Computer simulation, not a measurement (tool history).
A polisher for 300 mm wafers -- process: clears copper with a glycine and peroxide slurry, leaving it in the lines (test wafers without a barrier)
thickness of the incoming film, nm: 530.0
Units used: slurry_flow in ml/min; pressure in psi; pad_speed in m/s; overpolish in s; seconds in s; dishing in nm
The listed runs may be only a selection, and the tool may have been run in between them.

{"run": 1, "hour": 0.0, "slurry_flow": 230, "pressure": 2, "pad_speed": 0.86, "overpolish": 20, "seconds": 106.92, "dishing": 35.117}
{"run": 2, "hour": 4.6, "slurry_flow": 230, "pressure": 2, "pad_speed": 1.06, "overpolish": 20, "seconds": 93.182, "dishing": 36.561}
{"run": 3, "hour": 6.5, "slurry_flow": 230, "pressure": 2, "pad_speed": 0.96, "overpolish": 20, "seconds": 98.813, "dishing": 36.231}
{"run": 4, "hour": 15.5, "slurry_flow": 230, "pressure": 2.4, "pad_speed": 0.96, "overpolish": 20, "seconds": 88.148, "dishing": 37.936}
{"run": 5, "hour": 16.1, "slurry_flow": 230, "pressure": 2, "pad_speed": 0.96, "overpolish": 20, "seconds": 99.082, "dishing": 35.968}
{"run": 6, "hour": 17.0, "slurry_flow": 230, "pressure": 1.8, "pad_speed": 0.96, "overpolish": 20, "seconds": 109.53, "dishing": 34.271}
{"run": 7, "hour": 22.3, "slurry_flow": 295, "pressure": 1.2, "pad_speed": 1.2, "overpolish": 10, "seconds": 121.32, "dishing": 21.553}
{"run": 8, "hour": 25.3, "slurry_flow": 315, "pressure": 1.4, "pad_speed": 1.24, "overpolish": 9, "seconds": 106.65, "dishing": 21.715}
{"run": 9, "hour": 32.8, "slurry_flow": 330, "pressure": 1.5, "pad_speed": 1.28, "overpolish": 8, "seconds": 97.382, "dishing": 21.254}
{"run": 10, "hour": 39.2, "slurry_flow": 340, "pressure": 1.5, "pad_speed": 1.3, "overpolish": 7, "seconds": 98.77, "dishing": 19.633}
{"run": 11, "hour": 47.6, "slurry_flow": 345, "pressure": 1.6, "pad_speed": 1.32, "overpolish": 7, "seconds": 92.279, "dishing": 20.315}
{"run": 12, "hour": 53.8, "slurry_flow": 350, "pressure": 1.7, "pad_speed": 1.32, "overpolish": 7, "seconds": 86.983, "dishing": 20.925}
{"run": 13, "hour": 56.9, "slurry_flow": 355, "pressure": 1.7, "pad_speed": 1.32, "overpolish": 7, "seconds": 87.618, "dishing": 20.67}

Expected results for the next run?
{"run": 14, "hour": 60.4, "slurry_flow": 360, "pressure": 1.7, "pad_speed": 1.34, "overpolish": 6, "seconds": "?", "dishing": "?"}

seconds: 86.156 s
dishing: 18.344 nm
